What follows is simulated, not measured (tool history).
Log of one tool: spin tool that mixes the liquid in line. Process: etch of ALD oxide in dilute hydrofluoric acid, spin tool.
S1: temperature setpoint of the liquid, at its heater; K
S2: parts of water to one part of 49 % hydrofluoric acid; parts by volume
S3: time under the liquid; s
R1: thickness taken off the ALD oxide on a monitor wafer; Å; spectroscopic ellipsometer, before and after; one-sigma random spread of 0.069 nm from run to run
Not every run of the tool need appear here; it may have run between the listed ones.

run    day      S1   S2   S3      R1
  1  0.000  294.15  260  290  82.106
  2  0.175  292.65  260  290  77.721
  3  0.458  295.65  260  290  87.357
  4  0.788  296.65  260  290  91.217
  5  0.979  297.15  260  290  93.369
  6  1.075  294.15  260  290  82.130

Predict the results of run 7:
  7  1.204  295.15  260  290   ?

R1: 85.466 Å
